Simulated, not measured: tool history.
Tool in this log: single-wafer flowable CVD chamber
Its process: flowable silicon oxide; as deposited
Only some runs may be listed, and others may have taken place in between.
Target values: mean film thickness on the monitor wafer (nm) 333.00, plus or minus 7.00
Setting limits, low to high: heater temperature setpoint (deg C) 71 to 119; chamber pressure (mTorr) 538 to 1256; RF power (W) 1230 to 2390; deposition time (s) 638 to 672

run	hour	heater temperature setpoint (deg C)	chamber pressure (mTorr)	RF power (W)	deposition time (s)	mean film thickness on the monitor wafer (nm)
1	0.0	95	897	1810	672	497.20
2	1.6	97	897	1810	672	468.48
3	5.9	99	897	1810	672	443.81
4	12.5	101	897	1810	672	418.31
5	15.7	103	897	1810	672	394.13
6	18.2	104	897	1810	672	383.62
7	21.3	105	897	1810	672	372.85
8	28.6	106	897	1810	672	360.43
9	30.2	107	897	1810	672	351.35
10	33.1	108	897	1810	672	340.98

Consider the 5 candidate settings below. Which is the only one whose results all fall within their allowed miss of target?
A	36.0	111	990	1665	663	?
B	36.0	103	894	1370	672	?
C	36.0	109	996	1535	672	?
D	36.0	100	746	1645	672	?
E	36.0	109	963	1755	672	?

move	mean film thickness on the monitor wafer (nm)
A	332.88
B	356.41
C	349.38
D	349.27
E	353.79
A: every result lands within tolerance
B: misses by more than the last run did
C: misses by more than the last run did
D: misses by more than the last run did
E: misses by more than the last run did
The right move is A.
